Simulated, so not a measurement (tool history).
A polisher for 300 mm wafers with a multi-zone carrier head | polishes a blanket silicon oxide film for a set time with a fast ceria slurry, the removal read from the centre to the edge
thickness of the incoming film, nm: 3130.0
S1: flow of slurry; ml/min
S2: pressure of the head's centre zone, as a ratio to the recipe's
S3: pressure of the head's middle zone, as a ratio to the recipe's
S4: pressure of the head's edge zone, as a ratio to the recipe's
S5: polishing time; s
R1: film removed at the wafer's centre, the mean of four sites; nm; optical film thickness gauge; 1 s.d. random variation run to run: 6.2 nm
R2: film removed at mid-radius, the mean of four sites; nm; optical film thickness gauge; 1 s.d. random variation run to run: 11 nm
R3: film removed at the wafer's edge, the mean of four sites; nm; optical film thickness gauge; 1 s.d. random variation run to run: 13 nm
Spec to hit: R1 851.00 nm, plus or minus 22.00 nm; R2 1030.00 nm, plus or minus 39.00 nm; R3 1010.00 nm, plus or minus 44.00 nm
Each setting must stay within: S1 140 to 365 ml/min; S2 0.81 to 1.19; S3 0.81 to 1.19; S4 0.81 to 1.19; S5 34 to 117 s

run	day	S1	S2	S3	S4	S5	R1	R2	R3
1	0.000	235	1.00	1.00	1.00	75	1058.90	1044.70	1058.00
2	0.142	230	0.97	1.00	1.00	75	1025.60	1046.60	1069.40
3	0.242	230	0.97	1.00	1.00	89	1219.00	1233.20	1239.50
4	0.362	230	0.97	1.00	1.00	103	1408.30	1422.00	1451.40
5	0.562	225	0.94	1.00	0.99	98	1292.40	1370.40	1374.30
6	0.808	220	0.92	0.99	0.98	94	1236.40	1273.60	1302.70
7	0.971	220	0.90	1.00	0.98	90	1136.60	1256.80	1242.60
8	1.275	215	0.89	1.00	0.98	87	1090.00	1201.50	1177.50
9	1.592	185	0.81	1.03	1.07	72	822.13	989.09	1021.20
10	1.858	190	0.81	1.03	1.06	72	821.02	1011.80	1038.60

Pick the move, out of 5, that brings all results within their allowed miss; only one does.
A	2.125	205	0.83	0.98	1.07	70	?	?	?
B	2.125	160	0.81	0.91	1.17	77	?	?	?
C	2.125	220	0.85	1.03	1.05	65	?	?	?
D	2.125	160	0.85	1.08	1.06	74	?	?	?
E	2.125	195	0.89	1.08	1.06	65	?	?	?

move	R1	R2	R3
A	827.74	938.50	996.21
B	847.76	926.47	1109.80
C	792.85	918.71	923.23
D	846.94	1028.70	1012.00
E	805.04	938.33	913.91
A: the biggest miss grows against the last run
B: brings the result that was furthest off to its target, and leaves another outside
C: the biggest miss grows against the last run
D: meets every target
E: the biggest miss grows against the last run
Answer: D
